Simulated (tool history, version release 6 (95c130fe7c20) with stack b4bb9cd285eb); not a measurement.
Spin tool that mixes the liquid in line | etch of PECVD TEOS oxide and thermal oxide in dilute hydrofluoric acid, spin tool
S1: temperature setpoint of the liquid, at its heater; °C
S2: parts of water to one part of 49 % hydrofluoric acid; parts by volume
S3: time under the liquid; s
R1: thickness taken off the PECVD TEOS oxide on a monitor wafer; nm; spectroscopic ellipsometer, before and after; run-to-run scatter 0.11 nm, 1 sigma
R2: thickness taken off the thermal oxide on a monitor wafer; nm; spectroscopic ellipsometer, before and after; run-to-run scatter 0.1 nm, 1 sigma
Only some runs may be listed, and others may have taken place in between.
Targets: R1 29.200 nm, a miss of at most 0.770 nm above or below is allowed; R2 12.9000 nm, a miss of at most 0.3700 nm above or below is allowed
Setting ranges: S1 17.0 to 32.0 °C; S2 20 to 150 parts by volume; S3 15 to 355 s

run	day	S1	S2	S3	R1	R2
1	0.000	24.0	85	180	22.918	10.1760
2	0.267	24.0	100	180	19.372	8.5044
3	0.383	24.0	120	180	15.607	7.0366
4	0.562	27.0	120	180	17.584	7.9195
5	0.883	27.0	90	180	24.297	10.6790
6	1.217	28.5	90	180	25.944	11.4970
# day 1.254: hydrofluoric acid flow meter replaced
7	1.254	31.5	90	180	26.698	11.6810
8	1.346	31.5	85	180	28.265	12.5410

Of the 4 settings listed for the next run, only one would bring every result within its allowed miss of target. Which one?
A	1.438	23.5	70	205	?	?
B	1.438	32.0	85	170	?	?
C	1.438	32.0	95	195	?	?
D	1.438	31.0	85	180	?	?

move	R1	R2
A	29.187	13.0200
B	27.194	12.1300
C	27.492	12.2640
D	27.734	12.3710
A: in spec on every target
B: further off than the last run
C: further off than the last run
D: further off than the last run
So the answer is move A, the one that meets all the targets.

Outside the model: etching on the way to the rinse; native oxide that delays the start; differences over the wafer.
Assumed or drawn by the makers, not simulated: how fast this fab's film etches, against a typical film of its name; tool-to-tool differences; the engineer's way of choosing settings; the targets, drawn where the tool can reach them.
